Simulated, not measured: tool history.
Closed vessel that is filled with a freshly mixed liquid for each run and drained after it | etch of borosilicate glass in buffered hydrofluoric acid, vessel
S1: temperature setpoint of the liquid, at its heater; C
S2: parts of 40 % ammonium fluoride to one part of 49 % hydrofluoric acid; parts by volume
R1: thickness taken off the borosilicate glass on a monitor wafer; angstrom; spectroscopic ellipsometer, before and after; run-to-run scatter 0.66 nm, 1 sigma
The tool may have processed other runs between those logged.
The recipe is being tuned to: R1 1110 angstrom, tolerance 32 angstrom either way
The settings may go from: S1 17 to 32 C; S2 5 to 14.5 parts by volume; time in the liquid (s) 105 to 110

{"run": 1, "hour": 0.0, "S1": 24, "S2": 9, "time in the liquid (s)": 105, "R1": 1490.1}
{"run": 2, "hour": 4.3, "S1": 24, "S2": 9, "time in the liquid (s)": 110, "R1": 1573.1}
{"run": 3, "hour": 12.7, "S1": 22, "S2": 9, "time in the liquid (s)": 110, "R1": 1386.5}
{"run": 4, "hour": 18.9, "S1": 22, "S2": 9, "time in the liquid (s)": 110, "R1": 1388.2}
{"run": 5, "hour": 22.6, "S1": 21.5, "S2": 9, "time in the liquid (s)": 110, "R1": 1350.5}
{"run": 6, "hour": 26.9, "S1": 21.5, "S2": 9, "time in the liquid (s)": 105, "R1": 1301}
{"run": 7, "hour": 35.1, "S1": 21.5, "S2": 9, "time in the liquid (s)": 105, "R1": 1304}
{"run": 8, "hour": 41.4, "S1": 21, "S2": 9, "time in the liquid (s)": 105, "R1": 1277.5}
{"run": 9, "hour": 47.8, "S1": 20.5, "S2": 9, "time in the liquid (s)": 105, "R1": 1217.9}
{"run": 10, "hour": 54.6, "S1": 19.5, "S2": 9, "time in the liquid (s)": 105, "R1": 1159.8}

Exactly one of the 4 candidate moves below puts every result within its allowed miss. Which one?
{"run": "A", "hour": 61.4, "S1": 19.5, "S2": 9.5, "time in the liquid (s)": 110, "R1": "?"}
{"run": "B", "hour": 61.4, "S1": 19, "S2": 10, "time in the liquid (s)": 105, "R1": "?"}
{"run": "C", "hour": 61.4, "S1": 17.5, "S2": 9, "time in the liquid (s)": 105, "R1": "?"}
{"run": "D", "hour": 61.4, "S1": 19.5, "S2": 9.5, "time in the liquid (s)": 105, "R1": "?"}

move=A R1=1175.2
move=B R1=1055.8
move=C R1=1040.4
move=D R1=1121.8
A: lands further from the targets than the last run did
B: carries the result that was furthest off beyond its target, to the other side
C: carries the result that was furthest off beyond its target, to the other side
D: hits every target within its allowed miss
So the answer is move D, the one that meets all the targets.
